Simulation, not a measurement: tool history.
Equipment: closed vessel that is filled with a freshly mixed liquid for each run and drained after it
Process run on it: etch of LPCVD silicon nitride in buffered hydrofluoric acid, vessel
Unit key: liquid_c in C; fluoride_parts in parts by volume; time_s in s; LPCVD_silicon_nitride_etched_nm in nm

| run | hour | liquid_c | fluoride_parts | time_s | LPCVD_silicon_nitride_etched_nm |
|---|---|---|---|---|---|
| 1 | 0 | 24 | 13.5 | 2270 | 24.541 |
| 2 | 8.2 | 20.5 | 13.5 | 2270 | 20.338 |
| 3 | 14.5 | 20.5 | 13.5 | 2270 | 19.915 |
| 4 | 17.4 | 22 | 13.5 | 2270 | 21.73 |
| 5 | 24.1 | 24.5 | 13.5 | 2270 | 24.764 |
| 6 | 32.9 | 24.5 | 10.5 | 2270 | 31.687 |

What will run 7 give?
| 7 | 40.3 | 24 | 10.5 | 2270 | ? |

{"run 7": {"LPCVD_silicon_nitride_etched_nm": 30.782}}

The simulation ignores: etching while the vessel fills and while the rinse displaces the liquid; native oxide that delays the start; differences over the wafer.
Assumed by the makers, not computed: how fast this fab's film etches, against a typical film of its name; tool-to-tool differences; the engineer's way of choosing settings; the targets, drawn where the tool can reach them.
